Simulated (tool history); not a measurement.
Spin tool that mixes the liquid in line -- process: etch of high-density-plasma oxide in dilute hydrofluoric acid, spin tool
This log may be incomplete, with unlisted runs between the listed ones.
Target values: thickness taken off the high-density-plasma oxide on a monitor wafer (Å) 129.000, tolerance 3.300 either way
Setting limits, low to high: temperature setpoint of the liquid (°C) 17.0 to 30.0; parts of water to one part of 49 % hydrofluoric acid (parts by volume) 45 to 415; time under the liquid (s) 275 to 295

run,hour,temperature setpoint of the liquid (°C),parts of water to one part of 49 % hydrofluoric acid (parts by volume),time under the liquid (s),thickness taken off the high-density-plasma oxide on a monitor wafer (Å)
1,0.0,22.0,230,275,50.209
2,2.6,23.5,200,275,63.157
3,8.6,23.5,200,275,63.084
4,12.9,25.0,180,275,76.408
5,17.1,28.5,180,275,86.891
6,19.8,28.5,245,275,58.376
7,26.1,29.0,215,275,69.935
8,33.2,29.0,190,275,82.523
9,37.0,29.0,175,275,90.797
10,38.9,29.0,165,275,95.797
11,39.7,29.0,155,275,105.220
12,46.3,29.0,150,275,109.760
13,47.5,29.0,145,275,113.940
14,52.7,29.0,140,275,120.090

4 candidate next runs follow, results not yet known. Just one meets every target within its allowed miss. Identify it.
A,57.9,29.5,140,275,?
B,57.9,28.5,150,280,?
C,57.9,29.0,155,285,?
D,57.9,30.0,135,275,?

move,thickness taken off the high-density-plasma oxide on a monitor wafer (Å)
A,118.840
B,107.490
C,107.140
D,126.340
A: the biggest miss grows against the last run
B: the biggest miss grows against the last run
C: the biggest miss grows against the last run
D: hits every target within its allowed miss
The move that meets every target is D.
